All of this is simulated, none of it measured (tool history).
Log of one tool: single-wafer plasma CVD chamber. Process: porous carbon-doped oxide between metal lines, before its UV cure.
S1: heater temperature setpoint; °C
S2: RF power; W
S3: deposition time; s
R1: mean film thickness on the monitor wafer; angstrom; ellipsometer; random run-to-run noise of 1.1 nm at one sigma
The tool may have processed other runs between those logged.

run 1 hour=0.0 | S1=295 S2=400 S3=40.1 | R1=1771.4
run 2 hour=1.3 | S1=292 S2=405 S3=40.1 | R1=1813.4
run 3 hour=6.1 | S1=292 S2=405 S3=40.1 | R1=1820.4
run 4 hour=14.2 | S1=292 S2=375 S3=40.1 | R1=1721.9
run 5 hour=14.7 | S1=289 S2=385 S3=40.1 | R1=1777.5
run 6 hour=19.7 | S1=289 S2=385 S3=40.1 | R1=1790.8

What does the tool deliver on the next run?
run 7 hour=24.0 | S1=286 S2=390 S3=40.1 | R1=?

R1: 1835.1 angstrom
